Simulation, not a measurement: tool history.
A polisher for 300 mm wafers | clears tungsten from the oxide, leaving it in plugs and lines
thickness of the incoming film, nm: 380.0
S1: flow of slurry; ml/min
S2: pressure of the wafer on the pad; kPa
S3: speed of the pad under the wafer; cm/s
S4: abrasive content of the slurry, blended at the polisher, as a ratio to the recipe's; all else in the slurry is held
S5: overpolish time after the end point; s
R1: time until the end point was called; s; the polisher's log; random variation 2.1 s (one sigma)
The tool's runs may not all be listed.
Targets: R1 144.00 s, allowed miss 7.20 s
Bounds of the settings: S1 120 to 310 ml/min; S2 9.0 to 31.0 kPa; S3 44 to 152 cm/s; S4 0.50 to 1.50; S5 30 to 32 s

run	day	S1	S2	S3	S4	S5	R1
1	0.000	200	20.0	98	1.00	30	92.05
2	0.088	200	17.9	98	1.00	30	101.48
3	0.417	200	16.5	98	1.00	30	113.23
4	0.775	200	16.5	98	1.00	32	113.33
5	0.917	175	16.5	98	1.00	32	109.87
6	1.283	175	15.2	98	1.00	32	122.16
7	1.629	175	14.5	98	1.00	32	127.33
8	1.888	175	13.8	98	1.00	32	134.42

5 next moves are on the table. One of them brings every result within its allowed miss. Which?
A	2.146	200	11.7	106	0.95	32	?
B	2.146	215	15.9	98	1.05	32	?
C	2.146	160	13.1	114	1.05	32	?
D	2.146	150	14.5	102	1.15	30	?
E	2.146	140	14.5	118	1.00	32	?

move	R1
A	146.96
B	113.06
C	128.72
D	125.04
E	118.19
A: meets every target
B: further off than the last run
C: further off than the last run
D: further off than the last run
E: further off than the last run
The right move is A.

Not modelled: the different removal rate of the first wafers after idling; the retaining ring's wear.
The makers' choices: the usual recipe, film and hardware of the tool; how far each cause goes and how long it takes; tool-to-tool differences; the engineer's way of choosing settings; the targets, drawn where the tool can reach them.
